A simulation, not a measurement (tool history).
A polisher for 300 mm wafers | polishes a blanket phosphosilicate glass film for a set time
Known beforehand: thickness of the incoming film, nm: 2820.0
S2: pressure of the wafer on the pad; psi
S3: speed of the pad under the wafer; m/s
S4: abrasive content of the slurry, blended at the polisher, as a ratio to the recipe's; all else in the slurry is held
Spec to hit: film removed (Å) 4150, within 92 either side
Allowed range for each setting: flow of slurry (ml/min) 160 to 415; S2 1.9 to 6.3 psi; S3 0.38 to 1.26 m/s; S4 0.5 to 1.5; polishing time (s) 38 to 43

Run 1, hour 0: flow of slurry (ml/min) 265, S2 4.1 psi, S3 0.82 m/s, S4 1, polishing time (s) 43. Result: film removed (Å) 3499.3.
Run 2, hour 7.9: flow of slurry (ml/min) 270, S2 4.2 psi, S3 0.82 m/s, S4 1, polishing time (s) 43. Result: film removed (Å) 3527.9.
Run 3, hour 16.4: flow of slurry (ml/min) 270, S2 4.3 psi, S3 0.82 m/s, S4 1, polishing time (s) 43. Result: film removed (Å) 3671.4.
Run 4, hour 22: flow of slurry (ml/min) 340, S2 4.3 psi, S3 0.82 m/s, S4 1, polishing time (s) 43. Result: film removed (Å) 3697.9.
Run 5, hour 23.6: flow of slurry (ml/min) 340, S2 4.4 psi, S3 0.82 m/s, S4 1, polishing time (s) 43. Result: film removed (Å) 3794.9.
Run 6, hour 31.2: flow of slurry (ml/min) 340, S2 4.5 psi, S3 0.82 m/s, S4 1, polishing time (s) 43. Result: film removed (Å) 3872.
Run 7, hour 39: flow of slurry (ml/min) 340, S2 4.6 psi, S3 0.82 m/s, S4 1, polishing time (s) 43. Result: film removed (Å) 3979.7.
Run 8, hour 46.3: flow of slurry (ml/min) 340, S2 4.7 psi, S3 0.82 m/s, S4 1, polishing time (s) 43. Result: film removed (Å) 4000.3.

Of the 4 settings listed for the next run, only one would bring every result within its allowed miss of target. Which one?
Run A, hour 53.6: flow of slurry (ml/min) 320, S2 4.8 psi, S3 0.96 m/s, S4 1.05, polishing time (s) 39. Result: film removed (Å) ?.
Run B, hour 53.6: flow of slurry (ml/min) 360, S2 4.7 psi, S3 0.94 m/s, S4 0.95, polishing time (s) 42. Result: film removed (Å) ?.
Run C, hour 53.6: flow of slurry (ml/min) 365, S2 4.7 psi, S3 0.88 m/s, S4 1, polishing time (s) 43. Result: film removed (Å) ?.
Run D, hour 53.6: flow of slurry (ml/min) 390, S2 6 psi, S3 0.68 m/s, S4 1.05, polishing time (s) 39. Result: film removed (Å) ?.

move  film removed (Å)
   A            4272.6
   B            4300.2
   C            4260.1
   D            4077.5
A: the result that was furthest off in the last run now lies on the other side of its target
B: the result that was furthest off in the last run now lies on the other side of its target
C: the result that was furthest off in the last run now lies on the other side of its target
D: each result inside its tolerance
Correct choice: D, which meets every target

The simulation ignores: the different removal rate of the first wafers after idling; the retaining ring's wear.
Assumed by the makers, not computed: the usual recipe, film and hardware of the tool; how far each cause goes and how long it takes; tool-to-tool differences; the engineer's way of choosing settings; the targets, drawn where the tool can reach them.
